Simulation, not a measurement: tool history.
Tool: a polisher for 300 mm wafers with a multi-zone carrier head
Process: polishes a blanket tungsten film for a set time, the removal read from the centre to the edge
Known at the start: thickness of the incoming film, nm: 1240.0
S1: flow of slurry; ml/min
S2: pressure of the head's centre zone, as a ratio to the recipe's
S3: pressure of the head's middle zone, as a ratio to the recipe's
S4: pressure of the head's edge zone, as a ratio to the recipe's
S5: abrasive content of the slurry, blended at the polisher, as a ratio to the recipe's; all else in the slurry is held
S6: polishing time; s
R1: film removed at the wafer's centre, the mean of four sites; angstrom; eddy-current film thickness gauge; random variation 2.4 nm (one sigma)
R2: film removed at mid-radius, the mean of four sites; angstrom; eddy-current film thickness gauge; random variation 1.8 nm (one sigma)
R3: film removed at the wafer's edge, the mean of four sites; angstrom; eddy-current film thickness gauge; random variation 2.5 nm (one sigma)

Run 1, hour 0: S1 315 ml/min, S2 1, S3 1, S4 1, S5 1, S6 86 s. Result: R1 2394.8 angstrom, R2 2390.9 angstrom, R3 2382.6 angstrom.
Run 2, hour 4: S1 315 ml/min, S2 0.98, S3 0.98, S4 0.97, S5 0.85, S6 83 s. Result: R1 2193.3 angstrom, R2 2172.3 angstrom, R3 2217 angstrom.
Run 3, hour 7.4: S1 315 ml/min, S2 0.97, S3 0.99, S4 0.94, S5 0.75, S6 80 s. Result: R1 2007.3 angstrom, R2 2028.2 angstrom, R3 2021.2 angstrom.
Run 4, hour 15.8: S1 315 ml/min, S2 0.97, S3 1.04, S4 0.94, S5 0.75, S6 80 s. Result: R1 2054.4 angstrom, R2 2107.7 angstrom, R3 2031.4 angstrom.
Run 5, hour 21.7: S1 315 ml/min, S2 1.01, S3 1.04, S4 0.94, S5 0.75, S6 80 s. Result: R1 2122.3 angstrom, R2 2126.7 angstrom, R3 2026.2 angstrom.
Run 6, hour 28.7: S1 315 ml/min, S2 0.99, S3 1.02, S4 0.92, S5 0.7, S6 79 s. Result: R1 2020.4 angstrom, R2 2032 angstrom, R3 1925.4 angstrom.
Run 7, hour 33.7: S1 310 ml/min, S2 0.97, S3 1, S4 0.91, S5 0.65, S6 79 s. Result: R1 1897.5 angstrom, R2 1922.1 angstrom, R3 1902.7 angstrom.

Run 8 comes next. What will it give?
Run 8, hour 35.5: S1 305 ml/min, S2 0.97, S3 0.99, S4 0.9, S5 0.65, S6 79 s. Result: R1 ?, R2 ?, R3 ?.

{"run 8": {"R1": 1920.4, "R2": 1903.4, "R3": 1886.6}}
